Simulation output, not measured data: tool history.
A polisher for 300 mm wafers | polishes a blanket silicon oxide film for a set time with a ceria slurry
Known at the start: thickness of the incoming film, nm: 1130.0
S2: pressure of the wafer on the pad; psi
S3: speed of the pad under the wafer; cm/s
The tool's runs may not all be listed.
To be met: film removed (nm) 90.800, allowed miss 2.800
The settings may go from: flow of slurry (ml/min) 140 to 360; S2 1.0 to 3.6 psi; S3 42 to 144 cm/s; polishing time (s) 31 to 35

{"run": 1, "hour": 0.0, "flow of slurry (ml/min)": 230, "S2": 2.3, "S3": 92, "polishing time (s)": 35, "film removed (nm)": 115.91}
{"run": 2, "hour": 2.9, "flow of slurry (ml/min)": 230, "S2": 2.6, "S3": 92, "polishing time (s)": 35, "film removed (nm)": 130.41}
{"run": 3, "hour": 6.7, "flow of slurry (ml/min)": 230, "S2": 2.5, "S3": 92, "polishing time (s)": 35, "film removed (nm)": 125.98}
{"run": 4, "hour": 14.5, "flow of slurry (ml/min)": 230, "S2": 2.4, "S3": 92, "polishing time (s)": 35, "film removed (nm)": 119.5}
{"run": 5, "hour": 19.3, "flow of slurry (ml/min)": 230, "S2": 2.3, "S3": 92, "polishing time (s)": 35, "film removed (nm)": 116.95}
{"run": 6, "hour": 27.1, "flow of slurry (ml/min)": 230, "S2": 2.3, "S3": 112, "polishing time (s)": 35, "film removed (nm)": 141.43}
{"run": 7, "hour": 30.5, "flow of slurry (ml/min)": 230, "S2": 2.2, "S3": 112, "polishing time (s)": 35, "film removed (nm)": 134.01}
{"run": 8, "hour": 34.2, "flow of slurry (ml/min)": 230, "S2": 2.1, "S3": 112, "polishing time (s)": 35, "film removed (nm)": 127.04}
{"run": 9, "hour": 39.4, "flow of slurry (ml/min)": 230, "S2": 2.0, "S3": 112, "polishing time (s)": 35, "film removed (nm)": 122.78}
{"run": 10, "hour": 42.6, "flow of slurry (ml/min)": 220, "S2": 1.4, "S3": 110, "polishing time (s)": 35, "film removed (nm)": 85.482}
{"run": 11, "hour": 46.4, "flow of slurry (ml/min)": 225, "S2": 1.4, "S3": 110, "polishing time (s)": 35, "film removed (nm)": 84.954}

4 next moves are on the table. One of them brings every result within its allowed miss. Which?
{"run": "A", "hour": 50.2, "flow of slurry (ml/min)": 230, "S2": 1.5, "S3": 100, "polishing time (s)": 32, "film removed (nm)": "?"}
{"run": "B", "hour": 50.2, "flow of slurry (ml/min)": 220, "S2": 1.6, "S3": 102, "polishing time (s)": 31, "film removed (nm)": "?"}
{"run": "C", "hour": 50.2, "flow of slurry (ml/min)": 220, "S2": 1.4, "S3": 104, "polishing time (s)": 34, "film removed (nm)": "?"}
{"run": "D", "hour": 50.2, "flow of slurry (ml/min)": 250, "S2": 1.4, "S3": 118, "polishing time (s)": 34, "film removed (nm)": "?"}

move=A film_removed_(nm)=75.130
move=B film_removed_(nm)=78.203
move=C film_removed_(nm)=76.946
move=D film_removed_(nm)=89.246
A: further off than the last run
B: further off than the last run
C: further off than the last run
D: meets every target
Move D is the one to make.

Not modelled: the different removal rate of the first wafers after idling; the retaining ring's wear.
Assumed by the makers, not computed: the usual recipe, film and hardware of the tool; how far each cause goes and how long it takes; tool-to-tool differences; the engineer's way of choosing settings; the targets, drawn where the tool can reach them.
